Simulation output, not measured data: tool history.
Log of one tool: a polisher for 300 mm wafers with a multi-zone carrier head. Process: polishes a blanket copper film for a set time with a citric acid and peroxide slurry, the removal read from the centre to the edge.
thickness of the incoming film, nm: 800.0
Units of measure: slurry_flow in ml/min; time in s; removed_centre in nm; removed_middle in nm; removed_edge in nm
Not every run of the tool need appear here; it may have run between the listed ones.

{"run": 1, "hour": 0.0, "slurry_flow": 310, "centre_zone": 1.0, "middle_zone": 1.0, "edge_zone": 1.0, "slurry_solids": 1.0, "time": 52, "removed_centre": 158.66, "removed_middle": 156.79, "removed_edge": 148.39}
{"run": 2, "hour": 8.7, "slurry_flow": 310, "centre_zone": 1.0, "middle_zone": 1.0, "edge_zone": 1.0, "slurry_solids": 1.0, "time": 45, "removed_centre": 134.37, "removed_middle": 136.72, "removed_edge": 127.6}
{"run": 3, "hour": 12.4, "slurry_flow": 300, "centre_zone": 0.94, "middle_zone": 0.99, "edge_zone": 1.0, "slurry_solids": 0.85, "time": 43, "removed_centre": 118.29, "removed_middle": 124.31, "removed_edge": 117.32}
{"run": 4, "hour": 16.4, "slurry_flow": 300, "centre_zone": 0.94, "middle_zone": 0.99, "edge_zone": 0.95, "slurry_solids": 0.85, "time": 43, "removed_centre": 120.54, "removed_middle": 126.68, "removed_edge": 113.68}
{"run": 5, "hour": 24.3, "slurry_flow": 260, "centre_zone": 0.94, "middle_zone": 0.99, "edge_zone": 0.95, "slurry_solids": 0.85, "time": 43, "removed_centre": 116.37, "removed_middle": 120.63, "removed_edge": 116.99}
{"run": 6, "hour": 25.8, "slurry_flow": 210, "centre_zone": 0.94, "middle_zone": 0.99, "edge_zone": 0.95, "slurry_solids": 0.85, "time": 43, "removed_centre": 113.29, "removed_middle": 118.29, "removed_edge": 112.46}

Run 7 comes next. What will it give?
{"run": 7, "hour": 26.4, "slurry_flow": 200, "centre_zone": 0.9, "middle_zone": 1.0, "edge_zone": 0.98, "slurry_solids": 0.8, "time": 42, "removed_centre": "?", "removed_middle": "?", "removed_edge": "?"}

{"run 7": {"removed_centre": 102.16, "removed_middle": 115.26, "removed_edge": 109.88}}
